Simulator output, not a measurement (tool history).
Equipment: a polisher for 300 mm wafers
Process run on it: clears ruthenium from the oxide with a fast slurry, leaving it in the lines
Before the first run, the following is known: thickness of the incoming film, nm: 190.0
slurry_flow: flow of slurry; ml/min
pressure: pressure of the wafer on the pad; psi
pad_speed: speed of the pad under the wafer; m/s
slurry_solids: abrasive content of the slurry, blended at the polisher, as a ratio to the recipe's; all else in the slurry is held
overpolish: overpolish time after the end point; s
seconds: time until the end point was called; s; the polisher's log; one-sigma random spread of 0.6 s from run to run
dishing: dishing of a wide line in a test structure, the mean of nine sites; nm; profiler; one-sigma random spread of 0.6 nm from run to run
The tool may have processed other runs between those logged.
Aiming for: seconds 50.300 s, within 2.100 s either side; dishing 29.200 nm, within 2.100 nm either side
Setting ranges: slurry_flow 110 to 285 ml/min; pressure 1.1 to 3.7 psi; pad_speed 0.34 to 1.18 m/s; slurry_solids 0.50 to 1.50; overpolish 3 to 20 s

Run 1, hour 0.0: slurry_flow 180 ml/min, pressure 2.4 psi, pad_speed 0.76 m/s, slurry_solids 1.00, overpolish 10 s. Result: seconds 82.737 s, dishing 20.890 nm.
Run 2, hour 4.3: slurry_flow 150 ml/min, pressure 2.4 psi, pad_speed 0.76 m/s, slurry_solids 1.00, overpolish 10 s. Result: seconds 85.032 s, dishing 19.387 nm.
Run 3, hour 5.9: slurry_flow 170 ml/min, pressure 2.4 psi, pad_speed 0.76 m/s, slurry_solids 1.00, overpolish 10 s. Result: seconds 84.318 s, dishing 20.413 nm.
Run 4, hour 14.4: slurry_flow 170 ml/min, pressure 2.4 psi, pad_speed 0.76 m/s, slurry_solids 1.00, overpolish 6 s. Result: seconds 82.957 s, dishing 12.787 nm.
Run 5, hour 18.1: slurry_flow 175 ml/min, pressure 2.7 psi, pad_speed 0.76 m/s, slurry_solids 1.00, overpolish 7 s. Result: seconds 76.500 s, dishing 16.019 nm.
Run 6, hour 26.2: slurry_flow 175 ml/min, pressure 2.7 psi, pad_speed 0.76 m/s, slurry_solids 1.15, overpolish 7 s. Result: seconds 70.656 s, dishing 17.182 nm.
Run 7, hour 32.9: slurry_flow 180 ml/min, pressure 2.9 psi, pad_speed 0.76 m/s, slurry_solids 1.15, overpolish 7 s. Result: seconds 65.398 s, dishing 17.975 nm.
Run 8, hour 41.7: slurry_flow 185 ml/min, pressure 3.1 psi, pad_speed 0.76 m/s, slurry_solids 1.15, overpolish 8 s. Result: seconds 60.462 s, dishing 21.463 nm.

Which single option among these 5 for the next run brings every result within its allowed miss of target? Just one does.
Run A, hour 50.5: slurry_flow 175 ml/min, pressure 3.7 psi, pad_speed 0.84 m/s, slurry_solids 1.05, overpolish 11 s. Result: seconds ?, dishing ?.
Run B, hour 50.5: slurry_flow 165 ml/min, pressure 3.2 psi, pad_speed 0.84 m/s, slurry_solids 1.35, overpolish 9 s. Result: seconds ?, dishing ?.
Run C, hour 50.5: slurry_flow 185 ml/min, pressure 2.8 psi, pad_speed 0.68 m/s, slurry_solids 1.20, overpolish 8 s. Result: seconds ?, dishing ?.
Run D, hour 50.5: slurry_flow 205 ml/min, pressure 3.4 psi, pad_speed 0.84 m/s, slurry_solids 1.00, overpolish 11 s. Result: seconds ?, dishing ?.
Run E, hour 50.5: slurry_flow 205 ml/min, pressure 3.5 psi, pad_speed 0.90 m/s, slurry_solids 1.10, overpolish 7 s. Result: seconds ?, dishing ?.

move  seconds  dishing
   A   48.179   35.819
   B   49.992   29.095
   C   71.376   18.897
   D   52.401   33.306
   E   45.529   25.256
A: the result that was furthest off in the last run now lies on the other side of its target
B: meets every target
C: the biggest miss grows against the last run
D: nearer the targets than the last run, but a result is still out of spec
E: the result that was furthest off in the last run now lies on the other side of its target
B meets every target.
